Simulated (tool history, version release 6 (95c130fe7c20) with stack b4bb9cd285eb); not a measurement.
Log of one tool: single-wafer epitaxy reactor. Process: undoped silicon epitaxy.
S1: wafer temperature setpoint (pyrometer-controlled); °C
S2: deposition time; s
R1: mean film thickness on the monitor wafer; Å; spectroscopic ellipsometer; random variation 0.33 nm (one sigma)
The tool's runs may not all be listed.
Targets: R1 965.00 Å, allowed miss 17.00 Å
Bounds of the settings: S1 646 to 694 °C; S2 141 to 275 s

run  hour   S1   S2      R1
  1   0.0  670  208  581.10
  2   1.4  676  209  670.09
  3   9.7  680  209  736.98
  4  10.8  680  184  648.69
  5  11.7  684  188  727.93
  6  16.0  677  188  614.38
  7  18.4  681  191  688.85
  8  26.3  684  193  747.80
  9  27.0  684  193  743.81
 10  35.5  687  195  801.88
 11  40.0  689  197  849.24
 12  46.8  690  198  874.66
 13  55.3  691  198  894.75
 14  62.9  692  198  920.32

4 next moves are on the table. One of them brings every result within its allowed miss. Which?
  A  70.5  693  214   ?
  B  70.5  694  209   ?
  C  70.5  692  215   ?
  D  70.5  688  229   ?

move       R1
   A  1006.90
   B  1005.70
   C   989.00
   D   962.02
A: takes the result that was furthest off past its target
B: takes the result that was furthest off past its target
C: takes the result that was furthest off past its target
D: meets every target
Move D is the one to make.

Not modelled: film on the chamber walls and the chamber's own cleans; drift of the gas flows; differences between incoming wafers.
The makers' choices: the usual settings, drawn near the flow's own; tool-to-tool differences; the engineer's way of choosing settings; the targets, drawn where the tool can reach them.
